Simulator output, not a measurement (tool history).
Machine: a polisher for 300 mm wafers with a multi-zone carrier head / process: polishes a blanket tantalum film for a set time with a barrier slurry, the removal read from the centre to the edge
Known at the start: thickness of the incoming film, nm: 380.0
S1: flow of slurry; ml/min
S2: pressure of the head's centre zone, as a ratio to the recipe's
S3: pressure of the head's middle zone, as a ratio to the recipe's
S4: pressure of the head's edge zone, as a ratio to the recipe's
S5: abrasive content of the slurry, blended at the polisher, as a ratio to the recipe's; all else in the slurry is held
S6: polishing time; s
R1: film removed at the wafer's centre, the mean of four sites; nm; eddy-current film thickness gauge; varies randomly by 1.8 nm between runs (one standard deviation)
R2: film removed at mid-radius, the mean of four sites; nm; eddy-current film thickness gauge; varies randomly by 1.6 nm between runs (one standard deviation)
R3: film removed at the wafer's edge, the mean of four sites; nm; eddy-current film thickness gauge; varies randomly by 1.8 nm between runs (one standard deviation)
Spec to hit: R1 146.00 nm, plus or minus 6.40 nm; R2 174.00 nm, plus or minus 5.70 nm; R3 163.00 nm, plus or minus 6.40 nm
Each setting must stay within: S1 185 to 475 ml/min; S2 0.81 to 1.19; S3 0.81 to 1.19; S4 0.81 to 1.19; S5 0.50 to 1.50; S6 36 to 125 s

run    day   S1    S2    S3    S4    S5  S6      R1      R2      R3
  1  0.000  305  1.00  1.00  1.00  1.00  80  111.18  112.65  113.63
  2  0.196  310  0.99  1.04  1.03  1.15  84  121.61  126.23  124.98
  3  0.338  310  0.97  1.07  1.05  1.25  88  126.65  138.13  133.19
  4  0.629  310  0.97  1.14  1.05  1.25  88  124.75  146.14  133.18
  5  0.696  310  0.97  1.15  1.08  1.30  91  133.16  150.50  138.20
  6  0.767  315  0.95  1.14  1.08  1.35  94  136.18  159.47  147.12
  7  1.075  320  0.94  1.14  1.09  1.40  95  137.74  160.57  151.73
  8  1.162  325  0.94  1.15  1.10  1.45  96  137.80  166.77  156.02
  9  1.192  325  0.94  1.15  1.10  1.45  96  141.14  164.55  151.42
 10  1.233  320  0.93  1.15  1.11  1.45  97  138.98  166.59  156.74
 11  1.267  320  0.93  1.15  1.11  1.45  98  143.73  167.93  155.82
 12  1.633  330  0.93  1.15  1.11  1.45  98  143.53  172.20  154.96

Next run, 5 choices. One meets every target within its allowed miss, the rest don't. Which?
  A  2.000  355  0.96  1.15  1.14  1.40   92   ?   ?   ?
  B  2.000  185  0.86  1.05  1.09  1.50  118   ?   ?   ?
  C  2.000  475  1.02  1.18  1.15  1.20   94   ?   ?   ?
  D  2.000  465  0.97  1.19  1.12  1.05   97   ?   ?   ?
  E  2.000  270  0.91  1.12  1.12  1.40  106   ?   ?   ?

move      R1      R2      R3
   A  133.53  161.02  147.12
   B  144.56  177.37  176.08
   C  142.42  167.04  149.04
   D  137.52  169.02  148.16
   E  143.04  176.30  164.78
A: the biggest miss grows against the last run
B: takes the biggest miss from the last run beyond its target
C: the biggest miss grows against the last run
D: the biggest miss grows against the last run
E: in spec on every target
Correct choice: E, which meets every target
